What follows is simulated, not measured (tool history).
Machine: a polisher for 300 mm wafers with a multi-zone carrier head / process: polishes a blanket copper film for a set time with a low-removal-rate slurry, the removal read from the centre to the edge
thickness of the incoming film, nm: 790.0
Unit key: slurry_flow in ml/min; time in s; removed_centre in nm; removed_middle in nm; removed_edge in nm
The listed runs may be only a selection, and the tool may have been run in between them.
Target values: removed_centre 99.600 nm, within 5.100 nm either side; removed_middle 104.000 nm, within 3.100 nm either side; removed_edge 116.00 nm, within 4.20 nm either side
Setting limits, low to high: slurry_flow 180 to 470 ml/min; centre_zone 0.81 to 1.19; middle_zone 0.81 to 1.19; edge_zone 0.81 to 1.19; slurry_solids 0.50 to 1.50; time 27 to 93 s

run,hour,slurry_flow,centre_zone,middle_zone,edge_zone,slurry_solids,time,removed_centre,removed_middle,removed_edge
1,0.0,300,1.00,1.00,1.00,1.00,59,130.770,131.470,137.79
2,6.1,300,1.06,1.00,1.00,1.00,59,132.400,130.460,137.95
3,9.0,375,1.06,1.00,1.00,1.00,59,138.360,131.970,136.21
4,16.4,350,1.01,0.98,1.00,0.85,58,125.590,126.320,132.65
5,24.1,380,1.01,0.98,1.00,0.85,58,131.400,127.160,132.21
6,26.0,350,0.98,0.96,0.99,0.75,57,116.490,119.300,127.69
7,30.4,340,0.97,0.94,0.96,0.70,57,116.940,115.360,121.44
8,35.5,325,0.94,0.92,0.96,0.65,57,112.910,110.800,120.64
9,36.9,315,0.91,0.92,0.96,0.60,57,106.280,108.950,118.91
10,40.9,305,0.90,0.91,0.96,0.60,57,107.650,106.280,117.36
11,44.8,300,0.88,0.91,0.96,0.60,57,106.240,107.490,117.92
12,49.7,295,0.86,0.91,0.96,0.60,57,102.830,108.760,117.43
13,58.3,280,0.84,0.86,0.96,0.55,57,101.830,99.677,116.36

4 candidate next runs follow, results not yet known. Just one meets every target within its allowed miss. Identify it.
A,66.9,285,0.81,0.83,1.02,0.55,56,?,?,?
B,66.9,295,0.81,0.81,1.03,0.65,54,?,?,?
C,66.9,195,0.92,0.87,0.94,0.55,56,?,?,?
D,66.9,220,0.85,0.88,0.96,0.60,58,?,?,?

move,removed_centre,removed_middle,removed_edge
A,97.445,96.260,119.40
B,96.948,93.852,119.24
C,100.570,95.631,111.03
D,102.090,102.970,119.07
A: further off than the last run
B: further off than the last run
C: further off than the last run
D: each result inside its tolerance
Go with D: it meets all targets.

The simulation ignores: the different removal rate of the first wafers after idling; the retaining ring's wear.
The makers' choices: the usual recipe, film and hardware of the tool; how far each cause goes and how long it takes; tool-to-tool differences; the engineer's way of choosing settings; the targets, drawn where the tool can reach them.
